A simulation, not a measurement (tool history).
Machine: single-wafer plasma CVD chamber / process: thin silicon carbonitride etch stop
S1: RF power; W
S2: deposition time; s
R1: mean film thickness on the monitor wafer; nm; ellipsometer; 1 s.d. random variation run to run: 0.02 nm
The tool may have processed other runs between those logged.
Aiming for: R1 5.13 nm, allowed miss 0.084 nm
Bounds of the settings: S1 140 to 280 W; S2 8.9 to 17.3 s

run,hour,S1,S2,R1
1,0,210,13.1,6.8125
2,2.6,205,12.8,6.5224
3,9.1,205,11.3,5.7803
4,10.3,230,11.3,6.1027
5,13.2,230,10.3,5.5179
6,19.5,230,11.8,6.3678
7,25.1,220,11.7,6.2049
8,34,185,10.3,5.0533

Exactly one of the 5 candidate moves below puts every result within its allowed miss. Which one?
A,42.9,190,10.3,?
B,42.9,145,11.4,?
C,42.9,185,10.8,?
D,42.9,180,10,?
E,42.9,200,9.7,?

move,R1
A,5.1135
B,4.9541
C,5.2968
D,4.8425
E,4.9277
A: meets every target
B: its largest miss is bigger than the last run's
C: carries the result that was furthest off beyond its target, to the other side
D: its largest miss is bigger than the last run's
E: its largest miss is bigger than the last run's
Move A is the one to make.
